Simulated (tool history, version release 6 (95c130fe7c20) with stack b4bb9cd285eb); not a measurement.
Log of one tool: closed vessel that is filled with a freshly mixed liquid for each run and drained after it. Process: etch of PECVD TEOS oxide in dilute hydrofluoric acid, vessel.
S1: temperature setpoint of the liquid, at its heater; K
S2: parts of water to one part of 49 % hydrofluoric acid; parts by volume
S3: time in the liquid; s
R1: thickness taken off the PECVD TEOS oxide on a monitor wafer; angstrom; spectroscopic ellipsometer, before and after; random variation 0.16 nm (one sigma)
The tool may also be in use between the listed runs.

run    day      S1   S2   S3      R1
  1      0  299.15  105   95  197.56
  2  0.025  299.15  105  100  207.97
  3    0.1  296.15  105  100  185.64
  4  0.212  296.15  105   95  177.43
  5  0.446  298.65  105   95  192.99
  6    0.8  297.65  105   95  183.86
  7  1.042  299.65  105   95  201.93
  8  1.192  301.15  105   95   212.4
  9  1.275  302.65  105   95  226.76
 10  1.446  303.65  105   95  232.56

The next listed run, before its measurement:
 11  1.733  304.15  105  95   ?

R1: 236.86 angstrom
